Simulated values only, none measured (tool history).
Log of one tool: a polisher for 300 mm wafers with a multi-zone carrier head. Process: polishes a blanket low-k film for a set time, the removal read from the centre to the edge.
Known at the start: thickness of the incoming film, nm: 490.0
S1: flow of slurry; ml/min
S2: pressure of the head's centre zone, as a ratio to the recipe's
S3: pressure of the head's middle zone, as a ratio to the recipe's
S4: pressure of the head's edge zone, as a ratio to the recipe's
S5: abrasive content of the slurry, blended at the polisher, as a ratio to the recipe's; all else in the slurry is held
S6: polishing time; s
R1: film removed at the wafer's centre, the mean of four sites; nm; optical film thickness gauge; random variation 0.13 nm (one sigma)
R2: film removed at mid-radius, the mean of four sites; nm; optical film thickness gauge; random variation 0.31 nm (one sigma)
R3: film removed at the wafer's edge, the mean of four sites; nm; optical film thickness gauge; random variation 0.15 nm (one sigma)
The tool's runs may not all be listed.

{"run": 1, "hour": 0.0, "S1": 170, "S2": 1, "S3": 1, "S4": 1, "S5": 1, "S6": 78, "R1": 18.86, "R2": 19.179, "R3": 19.378}
{"run": 2, "hour": 7.1, "S1": 170, "S2": 1, "S3": 1, "S4": 1, "S5": 0.8, "S6": 78, "R1": 17.592, "R2": 18.003, "R3": 18.271}
{"run": 3, "hour": 16.1, "S1": 175, "S2": 1, "S3": 1.02, "S4": 1, "S5": 0.8, "S6": 78, "R1": 17.7, "R2": 18.612, "R3": 18.583}
{"run": 4, "hour": 21.5, "S1": 180, "S2": 1, "S3": 1.03, "S4": 0.99, "S5": 0.8, "S6": 78, "R1": 18.091, "R2": 18.756, "R3": 18.25}
{"run": 5, "hour": 27.6, "S1": 195, "S2": 1, "S3": 1.03, "S4": 0.99, "S5": 0.8, "S6": 78, "R1": 18.353, "R2": 19.388, "R3": 18.787}
{"run": 6, "hour": 31.5, "S1": 195, "S2": 0.99, "S3": 1.04, "S4": 0.99, "S5": 0.8, "S6": 78, "R1": 17.976, "R2": 19.582, "R3": 18.632}

Forecast run 7:
{"run": 7, "hour": 34.8, "S1": 195, "S2": 0.99, "S3": 1.05, "S4": 0.99, "S5": 0.8, "S6": 78, "R1": "?", "R2": "?", "R3": "?"}

R1: 18.206 nm
R2: 19.15 nm
R3: 18.594 nm
